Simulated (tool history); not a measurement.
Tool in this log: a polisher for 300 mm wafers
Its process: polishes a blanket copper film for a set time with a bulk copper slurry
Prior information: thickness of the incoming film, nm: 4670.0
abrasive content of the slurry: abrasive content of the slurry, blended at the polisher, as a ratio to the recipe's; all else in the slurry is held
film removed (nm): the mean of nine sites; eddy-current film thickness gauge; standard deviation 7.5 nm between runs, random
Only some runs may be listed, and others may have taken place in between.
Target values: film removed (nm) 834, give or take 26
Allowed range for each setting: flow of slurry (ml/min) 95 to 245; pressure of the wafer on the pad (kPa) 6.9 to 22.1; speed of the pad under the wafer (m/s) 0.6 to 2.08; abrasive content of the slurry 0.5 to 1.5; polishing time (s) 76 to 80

run  hour  flow of slurry (ml/min)  pressure of the wafer on the pad (kPa)  speed of the pad under the wafer (m/s)  abrasive content of the slurry  polishing time (s)  film removed (nm)
  1     0                      155                                    14.5                                    1.34                               1                  76             619.16
  2   5.6                      160                                    15.2                                    1.34                               1                  76              652.6
  3  14.4                      175                                    15.2                                    1.34                               1                  76             656.78
  4  20.1                      175                                    15.2                                    1.34                               1                  80             689.43
  5  23.9                      140                                    15.2                                    1.34                               1                  80             678.54
  6  28.8                      140                                    15.2                                    1.34                            0.85                  80              637.1
  7  35.5                      140                                    15.9                                    1.34                            0.85                  80             669.11
  8  36.1                      140                                    16.5                                    1.34                            0.85                  80             705.51

Below are 5 possible settings for the next run. Only one of them brings all results inside the allowed miss of their targets. Which is it?
  A  36.7                      170                                    17.2                                    1.44                            1.15                  80                  ?
  B  36.7                       95                                      20                                    1.34                            0.75                  80                  ?
  C  36.7                      155                                    19.3                                    1.28                             0.9                  79                  ?
  D  36.7                      115                                    21.4                                     1.3                             0.8                  80                  ?
  E  36.7                      120                                    18.6                                     1.3                             0.9                  80                  ?

move  film removed (nm)
   A              868.3
   B             752.21
   C             787.69
   D             823.78
   E             749.91
A: moves the result that the last run missed by most past its target, out the other side
B: closer than the last run, but not yet in spec
C: closer than the last run, but not yet in spec
D: all results in spec
E: closer than the last run, but not yet in spec
So the answer is move D, the one that meets all the targets.
